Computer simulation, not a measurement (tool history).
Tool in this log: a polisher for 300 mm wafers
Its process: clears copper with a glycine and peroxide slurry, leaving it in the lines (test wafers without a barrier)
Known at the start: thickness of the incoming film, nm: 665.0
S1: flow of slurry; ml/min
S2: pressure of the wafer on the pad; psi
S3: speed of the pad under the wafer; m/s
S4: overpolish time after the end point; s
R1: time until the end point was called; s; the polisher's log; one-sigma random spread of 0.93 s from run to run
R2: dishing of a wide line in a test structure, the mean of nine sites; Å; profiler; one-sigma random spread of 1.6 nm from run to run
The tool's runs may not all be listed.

run  hour   S1   S2    S3  S4      R1      R2
  1   0.0  305  2.9  0.94  18  169.11  565.78
  2   4.6  305  3.4  0.94  20  151.54  657.19
  3  11.4  305  3.8  0.96  22  140.19  765.19
  4  13.3  305  3.8  0.80  22  162.60  683.68
  5  19.6  310  4.0  0.88  23  147.08  777.60
  6  20.2  310  4.0  0.66  23  181.79  652.31
  7  22.5  315  4.2  0.78  24  155.58  787.08
     28.2  -- worn pad replaced by a new one
  8  28.2  330  4.5  1.04  23  104.97  998.38
  9  30.9  310  4.4  1.04  24  105.94  995.47
 10  37.0  315  4.3  1.04  24  108.04  992.11
 11  40.8  315  4.3  1.04  24  109.15  989.13

Run 12 has not been measured yet. What should we expect?
 12  48.7  315  4.2  1.04  24   ?   ?

{"run 12": {"R1": 110.16, "R2": 999.51}}

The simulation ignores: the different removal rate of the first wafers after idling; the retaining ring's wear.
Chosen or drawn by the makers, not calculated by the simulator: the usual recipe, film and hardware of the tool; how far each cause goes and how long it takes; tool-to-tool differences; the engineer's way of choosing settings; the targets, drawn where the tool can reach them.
